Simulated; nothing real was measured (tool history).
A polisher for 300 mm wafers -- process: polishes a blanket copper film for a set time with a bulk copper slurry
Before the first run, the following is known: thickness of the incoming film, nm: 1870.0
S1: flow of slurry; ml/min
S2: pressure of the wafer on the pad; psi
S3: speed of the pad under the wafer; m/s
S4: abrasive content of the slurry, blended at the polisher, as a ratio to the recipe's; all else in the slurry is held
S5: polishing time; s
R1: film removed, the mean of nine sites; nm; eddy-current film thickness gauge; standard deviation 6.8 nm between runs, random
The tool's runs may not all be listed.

{"run": 1, "hour": 0.0, "S1": 160, "S2": 2.3, "S3": 0.9, "S4": 1, "S5": 101, "R1": 741.21}
{"run": 2, "hour": 3.3, "S1": 160, "S2": 2.3, "S3": 1.08, "S4": 1, "S5": 101, "R1": 851.29}
{"run": 3, "hour": 9.2, "S1": 160, "S2": 2.2, "S3": 1.08, "S4": 1, "S5": 101, "R1": 833.74}
{"run": 4, "hour": 14.0, "S1": 160, "S2": 1.9, "S3": 1.08, "S4": 1, "S5": 101, "R1": 731.91}
{"run": 5, "hour": 19.3, "S1": 135, "S2": 1.9, "S3": 1.08, "S4": 1, "S5": 101, "R1": 684.59}
{"run": 6, "hour": 21.1, "S1": 135, "S2": 1.9, "S3": 1.08, "S4": 1, "S5": 107, "R1": 747.47}
{"run": 7, "hour": 29.7, "S1": 130, "S2": 1.8, "S3": 1.08, "S4": 1, "S5": 107, "R1": 711.17}
{"run": 8, "hour": 31.9, "S1": 125, "S2": 1.8, "S3": 1.08, "S4": 1, "S5": 107, "R1": 696.26}

Expected results for the next run?
{"run": 9, "hour": 33.9, "S1": 120, "S2": 1.8, "S3": 1.08, "S4": 1, "S5": 107, "R1": "?"}

Run 9 gave R1 678.02 nm.

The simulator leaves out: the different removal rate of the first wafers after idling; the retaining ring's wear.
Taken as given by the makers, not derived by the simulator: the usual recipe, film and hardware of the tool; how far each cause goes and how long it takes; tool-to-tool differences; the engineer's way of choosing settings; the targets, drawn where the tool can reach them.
